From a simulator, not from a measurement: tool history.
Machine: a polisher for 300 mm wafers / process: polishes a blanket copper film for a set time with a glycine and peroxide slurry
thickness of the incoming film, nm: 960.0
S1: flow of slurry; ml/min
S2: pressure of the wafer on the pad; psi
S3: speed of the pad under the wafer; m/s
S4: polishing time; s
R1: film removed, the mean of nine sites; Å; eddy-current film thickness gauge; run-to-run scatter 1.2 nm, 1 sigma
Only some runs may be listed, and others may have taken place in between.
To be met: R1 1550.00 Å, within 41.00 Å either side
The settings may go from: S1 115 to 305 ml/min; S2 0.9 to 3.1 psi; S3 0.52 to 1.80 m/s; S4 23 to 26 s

| run | hour | S1 | S2 | S3 | S4 | R1 |
|---|---|---|---|---|---|---|
| 1 | 0.0 | 195 | 2.0 | 1.16 | 26 | 960.43 |
| 2 | 8.0 | 195 | 2.0 | 1.16 | 26 | 955.18 |
| 3 | 13.0 | 200 | 2.2 | 1.16 | 26 | 1044.60 |
| 4 | 18.9 | 200 | 2.2 | 1.16 | 23 | 922.90 |
| 5 | 26.5 | 200 | 2.2 | 1.06 | 23 | 850.43 |
| 6 | 27.7 | 205 | 2.4 | 1.12 | 23 | 961.38 |
| 7 | 29.3 | 205 | 2.5 | 1.18 | 23 | 1039.20 |
|  | 36.7 | worn pad replaced by a new one |
| 8 | 36.7 | 210 | 2.6 | 1.22 | 23 | 1232.30 |
| 9 | 41.6 | 265 | 2.8 | 1.22 | 23 | 1357.30 |
| 10 | 49.2 | 270 | 2.8 | 1.22 | 23 | 1335.00 |

Exercise: of the 5 proposed moves below, exactly one satisfies all targets within the stated allowed misses. Which move is it?
| A | 56.8 | 270 | 2.9 | 1.20 | 26 | ? |
| B | 56.8 | 295 | 2.9 | 1.22 | 24 | ? |
| C | 56.8 | 305 | 2.7 | 1.46 | 25 | ? |
| D | 56.8 | 255 | 3.0 | 1.28 | 25 | ? |
| E | 56.8 | 220 | 2.5 | 1.80 | 23 | ? |

| move | R1 |
|---|---|
| A | 1561.20 |
| B | 1473.60 |
| C | 1690.10 |
| D | 1624.70 |
| E | 1690.40 |
A: all results in spec
B: nearer than the last run, and not there yet
C: the result that was furthest off in the last run now lies on the other side of its target
D: the result that was furthest off in the last run now lies on the other side of its target
E: the result that was furthest off in the last run now lies on the other side of its target
Answer: A

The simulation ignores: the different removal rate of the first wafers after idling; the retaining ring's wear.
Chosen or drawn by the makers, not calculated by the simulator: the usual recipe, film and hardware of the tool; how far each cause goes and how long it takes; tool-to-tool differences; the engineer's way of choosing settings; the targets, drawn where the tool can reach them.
